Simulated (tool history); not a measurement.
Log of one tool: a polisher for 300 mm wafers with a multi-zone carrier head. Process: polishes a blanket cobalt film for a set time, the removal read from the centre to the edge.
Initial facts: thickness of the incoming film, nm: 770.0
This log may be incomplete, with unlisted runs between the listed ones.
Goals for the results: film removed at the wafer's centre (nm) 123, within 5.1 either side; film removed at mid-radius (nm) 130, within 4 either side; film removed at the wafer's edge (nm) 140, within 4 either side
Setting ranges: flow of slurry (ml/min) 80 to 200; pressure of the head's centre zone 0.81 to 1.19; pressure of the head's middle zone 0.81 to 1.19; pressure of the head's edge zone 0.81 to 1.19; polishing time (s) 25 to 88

| run | hour | flow of slurry (ml/min) | pressure of the head's centre zone | pressure of the head's middle zone | pressure of the head's edge zone | polishing time (s) | film removed at the wafer's centre (nm) | film removed at mid-radius (nm) | film removed at the wafer's edge (nm) |
|---|---|---|---|---|---|---|---|---|---|
| 1 | 0 | 130 | 1 | 1 | 1 | 56 | 215.24 | 215.55 | 217.07 |
| 2 | 1.6 | 130 | 1 | 1 | 1 | 48 | 188.22 | 183.78 | 184.75 |
| 3 | 3 | 130 | 1 | 1 | 1.03 | 48 | 184.96 | 184.57 | 187.02 |
| 4 | 5.2 | 130 | 1 | 1 | 1.03 | 34 | 132.43 | 132.45 | 132.63 |
| 5 | 10.2 | 130 | 0.99 | 0.99 | 1.05 | 34 | 129.9 | 130.95 | 135.42 |
| 6 | 12.1 | 130 | 0.96 | 0.99 | 1.05 | 34 | 126.25 | 132.86 | 133.48 |
| 7 | 20.4 | 130 | 0.96 | 0.98 | 1.07 | 34 | 126.37 | 129.92 | 135.84 |
| 8 | 23.1 | 130 | 0.92 | 0.98 | 1.11 | 35 | 126.03 | 134.11 | 142.45 |

Pick the move, out of 4, that brings all results within their allowed miss; only one does.
| A | 25.8 | 120 | 0.9 | 1.03 | 1.1 | 36 | ? | ? | ? |
| B | 25.8 | 115 | 0.89 | 0.9 | 1.16 | 37 | ? | ? | ? |
| C | 25.8 | 150 | 0.93 | 0.96 | 1.12 | 34 | ? | ? | ? |
| D | 25.8 | 115 | 0.95 | 1.04 | 1.06 | 36 | ? | ? | ? |

| move | film removed at the wafer's centre (nm) | film removed at mid-radius (nm) | film removed at the wafer's edge (nm) |
|---|---|---|---|
| A | 123.97 | 142.77 | 145.57 |
| B | 124.8 | 132.09 | 153.16 |
| C | 126.19 | 132.94 | 142.59 |
| D | 129.79 | 142.67 | 142.12 |
A: moves away from the targets compared with the last run
B: brings the last run's worst result on target, with another outside its allowed miss
C: hits every target within its allowed miss
D: moves away from the targets compared with the last run
C is the move that brings every result within its allowed miss.

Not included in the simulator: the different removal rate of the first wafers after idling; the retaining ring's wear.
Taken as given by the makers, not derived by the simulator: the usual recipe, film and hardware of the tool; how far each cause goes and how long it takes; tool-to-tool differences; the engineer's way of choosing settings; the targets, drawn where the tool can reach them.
